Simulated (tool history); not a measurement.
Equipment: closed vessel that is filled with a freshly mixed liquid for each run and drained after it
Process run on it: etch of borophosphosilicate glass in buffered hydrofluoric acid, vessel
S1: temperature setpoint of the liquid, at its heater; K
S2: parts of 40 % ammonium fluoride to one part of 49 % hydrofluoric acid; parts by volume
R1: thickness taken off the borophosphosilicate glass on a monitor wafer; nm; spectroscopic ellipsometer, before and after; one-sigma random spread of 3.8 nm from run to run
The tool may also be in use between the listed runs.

run 1 hour=0 | S1=296.15 S2=8.5 time_in_the_liquid_(s)=100 | R1=385.01
run 2 hour=8 | S1=297.15 S2=8.5 time_in_the_liquid_(s)=100 | R1=406.73
run 3 hour=13.6 | S1=297.65 S2=8.5 time_in_the_liquid_(s)=100 | R1=419.16
run 4 hour=15.4 | S1=298.15 S2=8.5 time_in_the_liquid_(s)=100 | R1=431.53
run 5 hour=23.1 | S1=298.65 S2=8.5 time_in_the_liquid_(s)=100 | R1=441.33
run 6 hour=29.6 | S1=299.15 S2=8.5 time_in_the_liquid_(s)=100 | R1=452.03
run 7 hour=38 | S1=299.65 S2=8.5 time_in_the_liquid_(s)=100 | R1=462.57
run 8 hour=39.8 | S1=300.15 S2=8.5 time_in_the_liquid_(s)=100 | R1=475.82
run 9 hour=47.6 | S1=300.65 S2=8.5 time_in_the_liquid_(s)=100 | R1=491.34

Forecast run 10:
-- hour=52 thermometer replaced
run 10 hour=52 | S1=301.15 S2=8.5 time_in_the_liquid_(s)=100 | R1=?

Logged for run 10: R1 529.71 nm.

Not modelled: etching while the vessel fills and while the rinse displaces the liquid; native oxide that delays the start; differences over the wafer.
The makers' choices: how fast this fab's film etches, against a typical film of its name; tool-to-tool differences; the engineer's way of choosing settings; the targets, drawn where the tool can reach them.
